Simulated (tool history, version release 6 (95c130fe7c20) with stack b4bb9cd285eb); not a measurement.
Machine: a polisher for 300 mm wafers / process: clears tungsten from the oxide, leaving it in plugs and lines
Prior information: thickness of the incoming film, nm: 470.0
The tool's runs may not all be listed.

run  hour  flow of slurry (ml/min)  pressure of the wafer on the pad (kPa)  speed of the pad under the wafer (m/s)  abrasive content of the slurry  overpolish time after the end point (s)  time until the end point was called (s)
  1     0                      310                                    24.1                                    1.18                               1                                        6                                   78.352
  2   6.3                      310                                    23.4                                    1.18                               1                                        6                                   81.229
  3   8.4                      310                                    23.4                                    1.18                               1                                        5                                    80.85
  4  14.8                      310                                    22.8                                    1.18                               1                                        5                                   82.683
  5  22.2                      310                                    22.1                                    1.18                               1                                        5                                   84.965
  6    29                      310                                    22.1                                    1.18                            1.15                                        5                                   82.731
  7  36.4                      310                                    21.4                                    1.18                            1.15                                        5                                   84.349
  8  38.9                      310                                    20.7                                    1.18                            1.15                                        5                                   87.984

The next listed run, before its measurement:
  9  41.6                      310                                      20                                    1.18                            1.15                                        5                                        ?

Run 9 yielded time until the end point was called (s) 90.621.
